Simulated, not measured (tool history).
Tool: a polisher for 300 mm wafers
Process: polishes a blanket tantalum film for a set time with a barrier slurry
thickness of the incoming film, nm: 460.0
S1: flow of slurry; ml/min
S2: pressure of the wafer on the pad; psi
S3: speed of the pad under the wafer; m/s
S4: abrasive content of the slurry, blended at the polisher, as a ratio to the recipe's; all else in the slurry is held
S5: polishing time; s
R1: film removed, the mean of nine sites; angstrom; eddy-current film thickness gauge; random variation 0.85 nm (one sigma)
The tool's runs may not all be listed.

run    day   S1   S2    S3   S4  S5       R1
  1  0.000  285  2.1  1.04  1.0  53   821.79
  2  0.246  285  2.0  1.04  1.0  53   788.02
  3  0.542  285  2.0  1.18  1.0  53   899.57
  4  0.738  285  2.0  1.18  1.0  56   925.47
  5  1.108  285  2.0  1.32  1.0  56  1024.00
  6  1.183  285  2.0  1.16  1.0  56   920.32
     1.388  -- slurry nozzle cleaned
  7  1.388  285  1.9  1.16  1.0  56   923.49
  8  1.517  285  1.8  1.14  1.0  56   882.82

Run 9 comes next. What will it give?
  9  1.746  285  1.7  1.14  1.0  56   ?

Run 9 gave R1 833.01 angstrom.
